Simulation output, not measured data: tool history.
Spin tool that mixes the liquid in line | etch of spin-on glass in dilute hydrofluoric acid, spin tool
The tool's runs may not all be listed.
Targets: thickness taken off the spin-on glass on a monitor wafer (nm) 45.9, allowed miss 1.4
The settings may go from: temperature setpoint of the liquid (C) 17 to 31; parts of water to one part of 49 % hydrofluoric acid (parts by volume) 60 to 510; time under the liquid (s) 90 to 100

run	hour	temperature setpoint of the liquid (C)	parts of water to one part of 49 % hydrofluoric acid (parts by volume)	time under the liquid (s)	thickness taken off the spin-on glass on a monitor wafer (nm)
1	0	23	285	90	13.467
2	4.4	23	335	90	10.763
3	5.3	23	335	90	10.738
4	12.2	20	335	90	9.8381
5	12.9	18	335	90	9.0946
6	21	17	335	90	8.7838
7	29.9	20	270	90	12.631
8	36.3	22.5	220	90	17.985
9	40.8	22.5	220	90	17.886
10	42.6	24.5	185	90	23.899
11	45.5	26	165	90	29.166
12	50.1	27	155	90	32.725
13	56	28	150	90	35.365
14	57.5	28.5	145	90	36.787
15	63.1	29	140	90	39.747
16	68.8	31	125	90	49.526
17	77.1	30.5	125	90	48.071

5 next moves are on the table. One of them brings every result within its allowed miss. Which?
A	85.4	30	130	100	?
B	85.4	31	145	100	?
C	85.4	31	130	95	?
D	85.4	28	120	100	?
E	85.4	30.5	130	95	?

move	thickness taken off the spin-on glass on a monitor wafer (nm)
A	49.96
B	45.51
C	49.22
D	50.929
E	48.335
A: further off than the last run
B: meets every target
C: further off than the last run
D: further off than the last run
E: further off than the last run
The right move is B.
